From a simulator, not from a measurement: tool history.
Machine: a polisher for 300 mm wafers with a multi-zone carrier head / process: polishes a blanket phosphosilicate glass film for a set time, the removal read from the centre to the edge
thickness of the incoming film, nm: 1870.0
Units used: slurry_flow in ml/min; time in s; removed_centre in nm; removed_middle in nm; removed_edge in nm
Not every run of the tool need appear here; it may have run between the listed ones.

Run 1, hour 0: slurry_flow 140 ml/min, centre_zone 1, middle_zone 1, edge_zone 1, slurry_solids 1, time 58 s. Result: removed_centre 648.77 nm, removed_middle 643.22 nm, removed_edge 645.16 nm.
Run 2, hour 2.5: slurry_flow 140 ml/min, centre_zone 1, middle_zone 1, edge_zone 1, slurry_solids 0.9, time 58 s. Result: removed_centre 621.97 nm, removed_middle 598.88 nm, removed_edge 606.61 nm.
Run 3, hour 6.7: slurry_flow 130 ml/min, centre_zone 0.96, middle_zone 1.03, edge_zone 1.01, slurry_solids 0.8, time 57 s. Result: removed_centre 536.25 nm, removed_middle 571.8 nm, removed_edge 564.02 nm.
Run 4, hour 15.7: slurry_flow 125 ml/min, centre_zone 0.93, middle_zone 1.03, edge_zone 1, slurry_solids 0.75, time 56 s. Result: removed_centre 480.99 nm, removed_middle 533.32 nm, removed_edge 532.13 nm.
Run 5, hour 22.9: slurry_flow 100 ml/min, centre_zone 0.93, middle_zone 1.03, edge_zone 1, slurry_solids 0.75, time 56 s. Result: removed_centre 476.81 nm, removed_middle 517.35 nm, removed_edge 520.73 nm.
Run 6, hour 25.3: slurry_flow 100 ml/min, centre_zone 0.93, middle_zone 1.03, edge_zone 1, slurry_solids 0.85, time 56 s. Result: removed_centre 511.46 nm, removed_middle 573.04 nm, removed_edge 565.39 nm.

Estimate the outcome of run 7 from the log above:
Run 7, hour 30.3: slurry_flow 100 ml/min, centre_zone 0.91, middle_zone 1.03, edge_zone 0.98, slurry_solids 0.8, time 56 s. Result: removed_centre ?, removed_middle ?, removed_edge ?.

{"run 7": {"removed_centre": 477.91, "removed_middle": 534.19, "removed_edge": 530.83}}
